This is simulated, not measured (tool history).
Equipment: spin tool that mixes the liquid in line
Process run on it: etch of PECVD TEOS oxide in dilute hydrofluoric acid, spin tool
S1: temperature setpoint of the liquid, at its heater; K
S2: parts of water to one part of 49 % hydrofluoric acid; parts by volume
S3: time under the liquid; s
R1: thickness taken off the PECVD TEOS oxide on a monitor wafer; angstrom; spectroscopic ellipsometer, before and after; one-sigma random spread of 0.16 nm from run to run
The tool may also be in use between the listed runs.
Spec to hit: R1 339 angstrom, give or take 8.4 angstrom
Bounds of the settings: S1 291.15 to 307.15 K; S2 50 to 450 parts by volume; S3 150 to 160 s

| run | hour | S1 | S2 | S3 | R1 |
|---|---|---|---|---|---|
| 1 | 0 | 299.15 | 250 | 150 | 109.19 |
| 2 | 6.4 | 296.15 | 250 | 150 | 97.466 |
| 3 | 13.5 | 299.15 | 200 | 150 | 143.45 |
| 4 | 20 | 296.15 | 200 | 150 | 128.55 |
| 5 | 20.6 | 296.15 | 200 | 150 | 129.43 |
| 6 | 25.3 | 296.15 | 160 | 150 | 169.29 |
| 7 | 28.2 | 299.15 | 145 | 150 | 211.13 |
| 8 | 36.8 | 301.15 | 140 | 150 | 237.1 |
| 9 | 43.3 | 302.65 | 135 | 150 | 260.45 |
| 10 | 48 | 306.65 | 115 | 150 | 366.1 |
| 11 | 50.3 | 306.15 | 115 | 150 | 361.14 |
| 12 | 53.6 | 305.65 | 115 | 150 | 352.79 |

Of the 5 settings listed for the next run, only one would bring every result within its allowed miss of target. Which one?
| A | 56.9 | 304.65 | 110 | 160 | ? |
| B | 56.9 | 306.65 | 115 | 160 | ? |
| C | 56.9 | 304.15 | 120 | 160 | ? |
| D | 56.9 | 304.65 | 110 | 155 | ? |
| E | 56.9 | 307.15 | 120 | 160 | ? |

| move | R1 |
|---|---|
| A | 386.04 |
| B | 394.09 |
| C | 342.56 |
| D | 373.98 |
| E | 381.58 |
A: misses by more than the last run did
B: misses by more than the last run did
C: every result lands within tolerance
D: misses by more than the last run did
E: misses by more than the last run did
Go with C: it meets all targets.
